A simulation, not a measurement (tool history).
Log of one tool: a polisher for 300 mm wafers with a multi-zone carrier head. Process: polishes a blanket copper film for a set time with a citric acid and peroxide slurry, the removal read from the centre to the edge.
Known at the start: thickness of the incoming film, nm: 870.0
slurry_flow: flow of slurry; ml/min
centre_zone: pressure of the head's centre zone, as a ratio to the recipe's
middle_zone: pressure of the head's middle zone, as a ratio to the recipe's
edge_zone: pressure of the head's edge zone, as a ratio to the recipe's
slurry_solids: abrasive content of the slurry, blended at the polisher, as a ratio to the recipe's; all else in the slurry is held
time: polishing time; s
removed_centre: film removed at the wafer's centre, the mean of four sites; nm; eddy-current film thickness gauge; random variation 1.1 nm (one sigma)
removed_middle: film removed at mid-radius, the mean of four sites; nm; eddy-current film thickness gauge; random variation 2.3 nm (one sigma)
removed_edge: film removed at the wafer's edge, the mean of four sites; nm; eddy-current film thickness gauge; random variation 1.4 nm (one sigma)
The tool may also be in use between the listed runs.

run	day	slurry_flow	centre_zone	middle_zone	edge_zone	slurry_solids	time	removed_centre	removed_middle	removed_edge
1	0.000	175	1.00	1.00	1.00	1.00	44	128.06	131.40	132.16
2	0.150	180	1.01	1.01	1.02	1.05	44	130.34	136.21	137.06
3	0.271	180	1.01	1.01	1.02	0.95	44	127.81	134.24	135.19
4	0.433	190	1.03	1.02	1.04	0.95	44	131.95	134.81	136.65
5	0.517	195	1.04	1.03	1.06	1.00	44	134.29	135.95	139.05
6	0.588	195	1.04	1.03	1.06	1.00	52	159.62	163.95	162.38

Run 7 comes next. What will it give?
7	0.817	195	1.04	1.03	1.07	1.00	52	?	?	?

Run 7 gave removed_centre 158.98 nm, removed_middle 164.76 nm, removed_edge 162.21 nm.
